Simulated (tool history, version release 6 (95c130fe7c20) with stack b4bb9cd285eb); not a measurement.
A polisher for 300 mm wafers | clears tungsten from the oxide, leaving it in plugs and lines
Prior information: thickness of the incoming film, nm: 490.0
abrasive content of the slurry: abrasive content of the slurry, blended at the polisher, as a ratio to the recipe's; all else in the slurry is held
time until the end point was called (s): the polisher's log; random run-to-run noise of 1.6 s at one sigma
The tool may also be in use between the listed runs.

run,day,flow of slurry (ml/min),pressure of the wafer on the pad (kPa),speed of the pad under the wafer (m/s),abrasive content of the slurry,overpolish time after the end point (s),time until the end point was called (s)
1,0.000,150,29.0,1.04,1.0,6,79.934
2,0.058,150,25.5,1.04,1.0,6,89.263
3,0.279,180,25.5,1.04,1.0,6,85.253
4,0.550,175,22.8,1.04,1.0,6,95.024
5,0.683,175,22.8,1.30,1.0,6,79.687
6,0.783,175,26.9,1.30,1.0,6,69.802

Run 7 has not been measured yet. What should we expect?
7,0.850,175,26.9,1.30,1.0,6,?

Run 7 measured time until the end point was called (s) 68.327.
